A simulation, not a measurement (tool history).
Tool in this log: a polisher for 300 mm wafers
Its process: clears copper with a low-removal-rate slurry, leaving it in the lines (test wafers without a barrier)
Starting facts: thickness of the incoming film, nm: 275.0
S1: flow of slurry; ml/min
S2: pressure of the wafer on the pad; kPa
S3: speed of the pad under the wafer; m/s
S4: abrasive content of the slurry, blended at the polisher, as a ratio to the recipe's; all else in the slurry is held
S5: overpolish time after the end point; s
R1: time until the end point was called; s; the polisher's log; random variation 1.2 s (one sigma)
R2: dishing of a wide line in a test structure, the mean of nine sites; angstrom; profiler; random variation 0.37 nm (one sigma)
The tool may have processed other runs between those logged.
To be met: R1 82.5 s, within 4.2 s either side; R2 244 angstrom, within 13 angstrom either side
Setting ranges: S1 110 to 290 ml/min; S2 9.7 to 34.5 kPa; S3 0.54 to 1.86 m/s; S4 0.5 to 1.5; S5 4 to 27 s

| run | hour | S1 | S2 | S3 | S4 | S5 | R1 | R2 |
|---|---|---|---|---|---|---|---|---|
| 1 | 0 | 185 | 22.1 | 1.18 | 1 | 14 | 65.58 | 426.1 |
| 2 | 1.1 | 185 | 22.1 | 1.18 | 1.2 | 14 | 63.409 | 419.35 |
| 3 | 4.8 | 190 | 20.7 | 1.18 | 1.2 | 13 | 67.314 | 374.97 |
| 4 | 10.6 | 195 | 19.3 | 1.18 | 1.2 | 12 | 70.583 | 328.92 |
| 5 | 18.2 | 195 | 24.8 | 1.18 | 1.2 | 12 | 56.558 | 396.16 |
| 6 | 25.4 | 195 | 24.8 | 1.18 | 1.2 | 16 | 56.127 | 516.84 |
| 7 | 29.4 | 200 | 22.8 | 1.16 | 1.25 | 14 | 62.536 | 429.47 |
| 8 | 30.1 | 200 | 21.4 | 1.16 | 1.25 | 13 | 65.34 | 384.83 |
| 9 | 33.8 | 200 | 20 | 1.16 | 1.25 | 12 | 71.127 | 337.97 |
| 10 | 34.9 | 205 | 16.5 | 1.16 | 1.25 | 8 | 85.544 | 204.86 |
| 11 | 39 | 205 | 17.2 | 1.16 | 1.25 | 9 | 80.813 | 228.66 |

Next run, 4 choices. One meets every target within its allowed miss, the rest don't. Which?
| A | 43.1 | 205 | 18.6 | 1.2 | 1.35 | 10 | ? | ? |
| B | 43.1 | 210 | 17.2 | 1.1 | 1.3 | 12 | ? | ? |
| C | 43.1 | 200 | 15.2 | 1.28 | 1.35 | 10 | ? | ? |
| D | 43.1 | 245 | 15.9 | 1.3 | 1.25 | 9 | ? | ? |

| move | R1 | R2 |
|---|---|---|
| A | 70.71 | 289.12 |
| B | 83.095 | 293.61 |
| C | 81.139 | 253.57 |
| D | 75.579 | 246.28 |
A: moves the result that the last run missed by most past its target, out the other side
B: moves the result that the last run missed by most past its target, out the other side
C: hits every target within its allowed miss
D: corrects the largest miss of the last run, while another result sits out of spec
Answer: C
